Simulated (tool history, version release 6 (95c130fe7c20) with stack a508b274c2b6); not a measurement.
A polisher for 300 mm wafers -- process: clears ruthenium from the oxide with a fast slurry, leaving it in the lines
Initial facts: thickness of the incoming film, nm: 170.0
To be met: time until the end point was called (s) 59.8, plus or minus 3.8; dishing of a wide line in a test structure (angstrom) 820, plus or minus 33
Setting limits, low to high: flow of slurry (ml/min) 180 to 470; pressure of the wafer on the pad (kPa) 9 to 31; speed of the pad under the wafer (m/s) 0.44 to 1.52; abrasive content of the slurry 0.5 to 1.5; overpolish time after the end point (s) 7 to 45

| run | hour | flow of slurry (ml/min) | pressure of the wafer on the pad (kPa) | speed of the pad under the wafer (m/s) | abrasive content of the slurry | overpolish time after the end point (s) | time until the end point was called (s) | dishing of a wide line in a test structure (angstrom) |
|---|---|---|---|---|---|---|---|---|
| 1 | 0 | 300 | 20 | 0.98 | 1 | 23 | 45.823 | 668.94 |
| 2 | 6.9 | 300 | 20 | 0.98 | 0.85 | 23 | 52.5 | 619.22 |
| 3 | 15.5 | 300 | 20 | 1.16 | 0.85 | 23 | 43.409 | 708.15 |
| 4 | 17.4 | 300 | 20 | 1.4 | 0.85 | 23 | 37.553 | 791.06 |
| 5 | 23.4 | 300 | 19.3 | 1.4 | 0.85 | 24 | 38.386 | 831.83 |
| 6 | 24.5 | 300 | 17.9 | 1.4 | 0.85 | 25 | 40.329 | 801.76 |
| 7 | 25.2 | 300 | 17.2 | 1.38 | 0.85 | 26 | 41.272 | 789.37 |
|  | 27.5 | slurry blender recalibrated |
| 8 | 27.5 | 300 | 16.5 | 1.36 | 0.85 | 28 | 39.295 | 905.77 |
| 9 | 35.9 | 300 | 15.9 | 1.32 | 0.85 | 29 | 41.727 | 897.07 |
| 10 | 44.4 | 300 | 15.2 | 1.28 | 0.85 | 30 | 43.842 | 856.02 |
| 11 | 51.9 | 300 | 14.5 | 1.26 | 0.85 | 31 | 48.615 | 841.87 |
| 12 | 53.9 | 300 | 13.8 | 1.26 | 0.85 | 32 | 50.389 | 820.8 |
| 13 | 60.9 | 300 | 13.1 | 1.26 | 0.85 | 33 | 51.605 | 819.38 |
| 14 | 68.1 | 300 | 13.1 | 1.26 | 0.85 | 34 | 51.236 | 847.52 |
| 15 | 76.7 | 300 | 9.7 | 1.26 | 0.85 | 37 | 67.366 | 715.48 |
| 16 | 79 | 300 | 10.3 | 1.26 | 0.85 | 37 | 64.809 | 751.54 |
| 17 | 81.3 | 300 | 11 | 1.26 | 0.85 | 37 | 61.923 | 772.99 |

5 next moves are on the table. One of them brings every result within its allowed miss. Which?
| A | 83.6 | 385 | 13.1 | 1 | 0.9 | 35 | ? | ? |
| B | 83.6 | 215 | 9.7 | 1.44 | 0.75 | 35 | ? | ? |
| C | 83.6 | 240 | 11.7 | 1.22 | 0.85 | 33 | ? | ? |
| D | 83.6 | 265 | 11.7 | 1.14 | 0.95 | 34 | ? | ? |
| E | 83.6 | 320 | 12.4 | 1.22 | 0.75 | 38 | ? | ? |

| move | time until the end point was called (s) | dishing of a wide line in a test structure (angstrom) |
|---|---|---|
| A | 63.819 | 749.52 |
| B | 69.711 | 695.94 |
| C | 63.195 | 719.39 |
| D | 63.623 | 733.47 |
| E | 61.789 | 823.72 |
A: the biggest miss grows against the last run
B: the biggest miss grows against the last run
C: the biggest miss grows against the last run
D: the biggest miss grows against the last run
E: meets every target
So the answer is move E, the one that meets all the targets.
